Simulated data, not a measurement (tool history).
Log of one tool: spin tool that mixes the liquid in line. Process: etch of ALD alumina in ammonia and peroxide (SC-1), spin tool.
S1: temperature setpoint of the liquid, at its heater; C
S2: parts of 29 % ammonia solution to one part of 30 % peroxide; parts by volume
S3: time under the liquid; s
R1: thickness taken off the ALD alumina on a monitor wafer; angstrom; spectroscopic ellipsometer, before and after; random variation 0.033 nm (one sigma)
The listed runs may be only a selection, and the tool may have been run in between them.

{"run": 1, "day": 0.0, "S1": 58.0, "S2": 0.5, "S3": 325, "R1": 166.94}
{"run": 2, "day": 0.308, "S1": 56.5, "S2": 0.5, "S3": 325, "R1": 154.77}
{"run": 3, "day": 0.379, "S1": 56.5, "S2": 0.6, "S3": 325, "R1": 157.95}
{"run": 4, "day": 0.508, "S1": 55.0, "S2": 0.6, "S3": 325, "R1": 145.49}
{"run": 5, "day": 0.538, "S1": 55.0, "S2": 0.7, "S3": 325, "R1": 147.52}
{"run": 6, "day": 0.633, "S1": 61.5, "S2": 0.7, "S3": 325, "R1": 206.94}
{"run": 7, "day": 0.871, "S1": 59.5, "S2": 0.7, "S3": 325, "R1": 186.45}
{"run": 8, "day": 0.929, "S1": 58.0, "S2": 0.7, "S3": 325, "R1": 172.93}

The next listed run, before its measurement:
{"day": 1.071, "done": "thermometer replaced"}
{"run": 9, "day": 1.071, "S1": 50.0, "S2": 0.65, "S3": 325, "R1": "?"}

Run 9 yielded R1 105.56 angstrom.
